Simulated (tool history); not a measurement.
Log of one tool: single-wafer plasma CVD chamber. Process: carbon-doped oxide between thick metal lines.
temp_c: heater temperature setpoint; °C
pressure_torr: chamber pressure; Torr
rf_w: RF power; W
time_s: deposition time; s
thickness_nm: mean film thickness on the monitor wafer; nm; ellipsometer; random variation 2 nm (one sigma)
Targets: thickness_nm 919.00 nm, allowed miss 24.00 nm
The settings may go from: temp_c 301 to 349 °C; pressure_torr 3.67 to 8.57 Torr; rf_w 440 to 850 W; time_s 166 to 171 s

run	day	temp_c	pressure_torr	rf_w	time_s	thickness_nm
1	0.000	325	6.12	645	166	1053.30
2	0.329	327	6.00	630	166	1032.30
3	0.458	327	6.00	630	171	1058.00
4	0.654	327	6.00	665	171	1090.40
5	0.821	327	6.00	725	171	1146.20
6	1.179	327	6.00	640	171	1068.70
7	1.517	328	5.87	620	171	1048.40
8	1.712	329	5.79	605	171	1027.50

Which of these 4 next moves meets every target?
A	1.908	323	4.15	700	171	?
B	1.908	323	6.24	690	171	?
C	1.908	326	6.09	680	171	?
D	1.908	332	5.72	540	166	?

move	thickness_nm
A	1087.30
B	1132.80
C	1110.30
D	926.63
A: further off than the last run
B: further off than the last run
C: further off than the last run
D: meets every target
Answer: D

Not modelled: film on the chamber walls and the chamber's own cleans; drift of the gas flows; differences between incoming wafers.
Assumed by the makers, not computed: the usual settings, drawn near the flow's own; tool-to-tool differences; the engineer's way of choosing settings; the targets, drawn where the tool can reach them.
